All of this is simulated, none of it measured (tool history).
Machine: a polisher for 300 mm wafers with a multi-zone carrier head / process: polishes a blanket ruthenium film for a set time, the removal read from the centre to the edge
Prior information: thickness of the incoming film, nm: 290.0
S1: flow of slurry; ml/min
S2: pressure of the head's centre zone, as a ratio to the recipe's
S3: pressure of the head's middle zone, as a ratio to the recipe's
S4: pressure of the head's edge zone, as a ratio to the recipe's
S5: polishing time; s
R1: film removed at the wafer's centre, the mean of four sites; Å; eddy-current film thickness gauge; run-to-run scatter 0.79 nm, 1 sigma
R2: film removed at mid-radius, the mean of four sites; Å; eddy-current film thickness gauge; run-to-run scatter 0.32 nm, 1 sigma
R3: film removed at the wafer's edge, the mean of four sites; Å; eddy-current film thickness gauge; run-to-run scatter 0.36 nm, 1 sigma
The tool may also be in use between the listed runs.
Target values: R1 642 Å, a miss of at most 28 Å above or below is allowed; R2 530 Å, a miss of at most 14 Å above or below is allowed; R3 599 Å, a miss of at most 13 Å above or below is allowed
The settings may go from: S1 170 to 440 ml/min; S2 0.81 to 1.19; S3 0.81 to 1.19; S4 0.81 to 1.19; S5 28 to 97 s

{"run": 1, "hour": 0.0, "S1": 280, "S2": 1, "S3": 1, "S4": 1, "S5": 62, "R1": 834.88, "R2": 813.83, "R3": 840}
{"run": 2, "hour": 4.6, "S1": 275, "S2": 1, "S3": 0.98, "S4": 0.98, "S5": 60, "R1": 794.43, "R2": 779.23, "R3": 801.14}
{"run": 3, "hour": 10.7, "S1": 275, "S2": 1.04, "S3": 0.98, "S4": 0.98, "S5": 60, "R1": 819.81, "R2": 770.06, "R3": 804.48}
{"run": 4, "hour": 13.0, "S1": 270, "S2": 1.05, "S3": 0.96, "S4": 0.96, "S5": 58, "R1": 814.84, "R2": 729.92, "R3": 770.05}
{"run": 5, "hour": 21.3, "S1": 270, "S2": 1.05, "S3": 1.01, "S4": 0.96, "S5": 58, "R1": 817.71, "R2": 768.15, "R3": 764.59}
{"run": 6, "hour": 24.3, "S1": 270, "S2": 1.05, "S3": 1.07, "S4": 0.96, "S5": 58, "R1": 819.32, "R2": 794.8, "R3": 771.99}
{"run": 7, "hour": 30.1, "S1": 265, "S2": 1.05, "S3": 1.04, "S4": 0.96, "S5": 56, "R1": 777.49, "R2": 753.32, "R3": 737.37}
{"run": 8, "hour": 33.3, "S1": 260, "S2": 1.05, "S3": 1.01, "S4": 0.96, "S5": 55, "R1": 776.45, "R2": 720.93, "R3": 718.7}
{"run": 9, "hour": 37.9, "S1": 255, "S2": 1.05, "S3": 0.99, "S4": 0.96, "S5": 54, "R1": 746.97, "R2": 700.67, "R3": 714.56}
{"run": 10, "hour": 39.2, "S1": 250, "S2": 1.05, "S3": 0.97, "S4": 0.95, "S5": 53, "R1": 735.25, "R2": 677.29, "R3": 690.07}
{"run": 11, "hour": 44.2, "S1": 245, "S2": 1.05, "S3": 0.95, "S4": 0.95, "S5": 52, "R1": 714.74, "R2": 647.83, "R3": 684.87}
{"run": 12, "hour": 53.0, "S1": 240, "S2": 1.05, "S3": 0.93, "S4": 0.94, "S5": 51, "R1": 702.41, "R2": 625.39, "R3": 663.97}
{"run": 13, "hour": 58.6, "S1": 235, "S2": 1.05, "S3": 0.92, "S4": 0.93, "S5": 51, "R1": 704.98, "R2": 617.09, "R3": 659.59}
{"run": 14, "hour": 64.8, "S1": 230, "S2": 1.05, "S3": 0.91, "S4": 0.92, "S5": 51, "R1": 697.65, "R2": 616.14, "R3": 649.77}
{"run": 15, "hour": 71.7, "S1": 225, "S2": 1.05, "S3": 0.9, "S4": 0.92, "S5": 51, "R1": 696.73, "R2": 603.89, "R3": 656.7}
{"run": 16, "hour": 76.8, "S1": 220, "S2": 1.05, "S3": 0.89, "S4": 0.91, "S5": 51, "R1": 708.21, "R2": 603.29, "R3": 650.47}
{"run": 17, "hour": 80.7, "S1": 215, "S2": 1.05, "S3": 0.88, "S4": 0.91, "S5": 51, "R1": 714.83, "R2": 591.61, "R3": 651.66}
{"run": 18, "hour": 88.0, "S1": 215, "S2": 1.04, "S3": 0.87, "S4": 0.9, "S5": 51, "R1": 689.47, "R2": 589.3, "R3": 644.66}
{"run": 19, "hour": 92.4, "S1": 210, "S2": 1.04, "S3": 0.86, "S4": 0.9, "S5": 51, "R1": 695.35, "R2": 584.58, "R3": 644.47}
{"run": 20, "hour": 100.4, "S1": 210, "S2": 1.04, "S3": 0.85, "S4": 0.9, "S5": 51, "R1": 694.53, "R2": 578.44, "R3": 649.08}

Below are 5 possible settings for the next run. Only one of them brings all results inside the allowed miss of their targets. Which is it?
{"run": "A", "hour": 108.4, "S1": 180, "S2": 1.1, "S3": 0.89, "S4": 1, "S5": 46, "R1": "?", "R2": "?", "R3": "?"}
{"run": "B", "hour": 108.4, "S1": 170, "S2": 0.86, "S3": 0.84, "S4": 0.95, "S5": 57, "R1": "?", "R2": "?", "R3": "?"}
{"run": "C", "hour": 108.4, "S1": 205, "S2": 1.1, "S3": 0.89, "S4": 0.88, "S5": 45, "R1": "?", "R2": "?", "R3": "?"}
{"run": "D", "hour": 108.4, "S1": 205, "S2": 0.97, "S3": 1.07, "S4": 0.81, "S5": 49, "R1": "?", "R2": "?", "R3": "?"}
{"run": "E", "hour": 108.4, "S1": 240, "S2": 1.15, "S3": 0.84, "S4": 0.85, "S5": 46, "R1": "?", "R2": "?", "R3": "?"}

move=A R1=646.1 R2=528.82 R3=595.57
move=B R1=620.3 R2=624.66 R3=719.16
move=C R1=641.44 R2=524.27 R3=557.63
move=D R1=616.05 R2=658.19 R3=586.25
move=E R1=696.98 R2=520.87 R3=568.79
A: every result lands within tolerance
B: misses by more than the last run did
C: carries the result that was furthest off beyond its target, to the other side
D: brings the last run's worst result on target, with another outside its allowed miss
E: carries the result that was furthest off beyond its target, to the other side
Move A is the one to make.
